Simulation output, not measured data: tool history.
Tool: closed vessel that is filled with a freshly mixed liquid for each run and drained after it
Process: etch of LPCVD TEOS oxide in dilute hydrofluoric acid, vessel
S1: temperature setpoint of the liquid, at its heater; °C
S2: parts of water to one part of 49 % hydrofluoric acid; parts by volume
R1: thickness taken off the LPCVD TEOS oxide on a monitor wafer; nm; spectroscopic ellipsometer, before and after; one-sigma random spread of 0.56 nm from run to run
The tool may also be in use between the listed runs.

Run 1, hour 0.0: S1 23.0 °C, S2 100 parts by volume, time in the liquid (s) 370. Result: R1 86.491 nm.
Run 2, hour 1.7: S1 23.0 °C, S2 100 parts by volume, time in the liquid (s) 370. Result: R1 88.469 nm.
Run 3, hour 9.5: S1 21.5 °C, S2 105 parts by volume, time in the liquid (s) 370. Result: R1 77.812 nm.
Run 4, hour 14.0: S1 22.5 °C, S2 105 parts by volume, time in the liquid (s) 370. Result: R1 81.847 nm.
Run 5, hour 15.8: S1 22.5 °C, S2 80 parts by volume, time in the liquid (s) 370. Result: R1 110.200 nm.
Run 6, hour 20.2: S1 21.0 °C, S2 90 parts by volume, time in the liquid (s) 370. Result: R1 89.153 nm.
Run 7, hour 26.2: S1 20.0 °C, S2 95 parts by volume, time in the liquid (s) 370. Result: R1 82.369 nm.
Run 8, hour 32.0: S1 19.0 °C, S2 100 parts by volume, time in the liquid (s) 370. Result: R1 74.155 nm.
Run 9, hour 33.8: S1 18.5 °C, S2 105 parts by volume, time in the liquid (s) 370. Result: R1 68.296 nm.
Run 10, hour 42.5: S1 18.0 °C, S2 105 parts by volume, time in the liquid (s) 370. Result: R1 68.469 nm.

For run 11, what comes out?
Run 11, hour 46.8: S1 18.0 °C, S2 105 parts by volume, time in the liquid (s) 370. Result: R1 ?.

R1: 67.565 nm
